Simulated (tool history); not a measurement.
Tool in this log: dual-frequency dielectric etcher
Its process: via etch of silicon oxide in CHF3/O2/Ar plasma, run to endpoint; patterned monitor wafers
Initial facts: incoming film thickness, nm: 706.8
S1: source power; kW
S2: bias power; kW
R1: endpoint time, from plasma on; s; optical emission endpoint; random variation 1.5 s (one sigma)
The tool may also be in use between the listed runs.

Run 1, hour 0: S1 0.5 kW, S2 0.225 kW. Result: R1 374.51 s.
Run 2, hour 7.5: S1 0.44 kW, S2 0.225 kW. Result: R1 397.38 s.
Run 3, hour 15.5: S1 0.38 kW, S2 0.225 kW. Result: R1 426.95 s.
Run 4, hour 20.6: S1 0.38 kW, S2 0.246 kW. Result: R1 409.74 s.
Run 5, hour 29.3: S1 0.43 kW, S2 0.251 kW. Result: R1 381.06 s.
Run 6, hour 35.2: S1 0.43 kW, S2 0.285 kW. Result: R1 357.54 s.
Run 7, hour 38.3: S1 0.45 kW, S2 0.287 kW. Result: R1 348.09 s.
Run 8, hour 40: S1 0.47 kW, S2 0.288 kW. Result: R1 342.09 s.

Predict the results of run 9:
Run 9, hour 45.6: S1 0.55 kW, S2 0.301 kW. Result: R1 ?.

R1: 306.18 s
